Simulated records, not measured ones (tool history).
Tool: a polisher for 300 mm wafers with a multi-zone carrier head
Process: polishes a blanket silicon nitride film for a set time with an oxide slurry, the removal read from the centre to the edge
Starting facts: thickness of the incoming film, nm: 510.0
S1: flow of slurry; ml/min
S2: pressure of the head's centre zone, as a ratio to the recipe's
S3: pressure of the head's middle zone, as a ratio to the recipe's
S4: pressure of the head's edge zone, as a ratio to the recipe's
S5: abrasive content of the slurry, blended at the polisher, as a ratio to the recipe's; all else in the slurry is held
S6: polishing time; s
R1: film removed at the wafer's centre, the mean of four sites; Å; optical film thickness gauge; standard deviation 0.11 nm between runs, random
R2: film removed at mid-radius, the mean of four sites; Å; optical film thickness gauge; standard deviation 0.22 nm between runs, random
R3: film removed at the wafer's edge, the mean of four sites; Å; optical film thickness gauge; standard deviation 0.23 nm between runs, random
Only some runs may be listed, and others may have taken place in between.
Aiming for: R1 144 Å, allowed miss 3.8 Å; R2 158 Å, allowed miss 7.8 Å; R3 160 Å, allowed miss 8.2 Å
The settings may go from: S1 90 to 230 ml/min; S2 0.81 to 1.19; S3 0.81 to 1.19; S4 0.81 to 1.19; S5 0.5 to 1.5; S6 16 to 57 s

run 1 day=0 | S1=150 S2=1 S3=1 S4=1 S5=1 S6=36 | R1=183.78 R2=177.94 R3=180.62
run 2 day=0.208 | S1=150 S2=1 S3=1 S4=1 S5=1.1 S6=36 | R1=188.18 R2=178.86 R3=188.12
run 3 day=0.546 | S1=185 S2=1 S3=1 S4=1 S5=1.1 S6=36 | R1=193.17 R2=191.84 R3=195.36
run 4 day=0.796 | S1=185 S2=0.96 S3=1 S4=1 S5=1.1 S6=36 | R1=188.33 R2=190.1 R3=191.65
run 5 day=0.892 | S1=175 S2=0.91 S3=1 S4=1.02 S5=1 S6=36 | R1=174.73 R2=185.87 R3=176.9
run 6 day=1.246 | S1=175 S2=0.91 S3=1.04 S4=1.02 S5=1 S6=36 | R1=174.82 R2=188.02 R3=186.82
run 7 day=1.5 | S1=160 S2=0.89 S3=1.04 S4=1.04 S5=0.95 S6=36 | R1=163.12 R2=182.91 R3=181.15
run 8 day=1.725 | S1=145 S2=0.88 S3=1.01 S4=1.05 S5=0.95 S6=36 | R1=160.35 R2=170.28 R3=183.16
run 9 day=1.867 | S1=140 S2=0.86 S3=1 S4=1.02 S5=0.9 S6=36 | R1=153.06 R2=168.77 R3=176.46

4 candidate next runs follow, results not yet known. Just one meets every target within its allowed miss. Identify it.
run A day=2.008 | S1=130 S2=0.86 S3=0.97 S4=0.97 S5=0.85 S6=35 | R1=? R2=? R3=?
run B day=2.008 | S1=205 S2=0.91 S3=1.07 S4=0.82 S5=0.55 S6=37 | R1=? R2=? R3=?
run C day=2.008 | S1=115 S2=0.81 S3=1.03 S4=1.1 S5=0.95 S6=39 | R1=? R2=? R3=?
run D day=2.008 | S1=90 S2=0.84 S3=0.91 S4=1.14 S5=0.95 S6=40 | R1=? R2=? R3=?

move=A R1=142.52 R2=157.99 R3=152.92
move=B R1=153.39 R2=172.9 R3=140.28
move=C R1=150.42 R2=184.76 R3=182.78
move=D R1=144.7 R2=158.52 R3=180.84
A: all results in spec
B: as far off as the last run
C: the biggest miss grows against the last run
D: the furthest-off result lands on target, but another misses its tolerance
Go with A: it meets all targets.
